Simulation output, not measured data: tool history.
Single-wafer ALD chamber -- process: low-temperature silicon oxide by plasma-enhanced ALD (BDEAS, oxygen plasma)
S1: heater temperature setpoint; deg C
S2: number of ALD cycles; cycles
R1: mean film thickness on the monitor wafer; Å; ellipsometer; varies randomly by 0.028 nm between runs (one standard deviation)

{"run": 1, "day": 0.0, "S1": 100, "S2": 29, "R1": 42.549}
{"run": 2, "day": 0.271, "S1": 90, "S2": 29, "R1": 43.883}
{"run": 3, "day": 0.633, "S1": 90, "S2": 27, "R1": 41.541}
{"run": 4, "day": 0.917, "S1": 86, "S2": 27, "R1": 41.765}
{"run": 5, "day": 1.175, "S1": 95, "S2": 27, "R1": 40.578}
{"run": 6, "day": 1.45, "S1": 93, "S2": 28, "R1": 42.074}
{"run": 7, "day": 1.821, "S1": 92, "S2": 28, "R1": 41.794}

Run 8 has not been measured yet. What should we expect?
{"run": 8, "day": 1.862, "S1": 91, "S2": 29, "R1": "?"}

{"run 8": {"R1": 44.039}}
